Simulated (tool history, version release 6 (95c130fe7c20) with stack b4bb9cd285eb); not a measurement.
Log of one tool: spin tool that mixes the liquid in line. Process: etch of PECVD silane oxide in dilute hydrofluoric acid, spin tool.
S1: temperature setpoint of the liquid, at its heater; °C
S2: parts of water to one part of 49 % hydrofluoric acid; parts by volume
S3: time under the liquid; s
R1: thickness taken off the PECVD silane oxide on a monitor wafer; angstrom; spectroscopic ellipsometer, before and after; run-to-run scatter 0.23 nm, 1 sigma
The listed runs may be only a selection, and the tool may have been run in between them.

run,hour,S1,S2,S3,R1
1,0.0,24.0,240,160,136.21
2,3.7,24.0,240,170,147.31
3,12.6,22.0,240,170,135.65
4,14.3,22.0,240,160,127.44
5,17.1,24.5,215,160,159.63
6,17.8,26.5,205,160,183.28
7,19.3,28.0,200,160,201.93
8,26.1,29.0,200,160,207.33

Run 9 is up next; what results do you expect?
9,33.5,30.0,195,160,?

{"run 9": {"R1": 218.41}}

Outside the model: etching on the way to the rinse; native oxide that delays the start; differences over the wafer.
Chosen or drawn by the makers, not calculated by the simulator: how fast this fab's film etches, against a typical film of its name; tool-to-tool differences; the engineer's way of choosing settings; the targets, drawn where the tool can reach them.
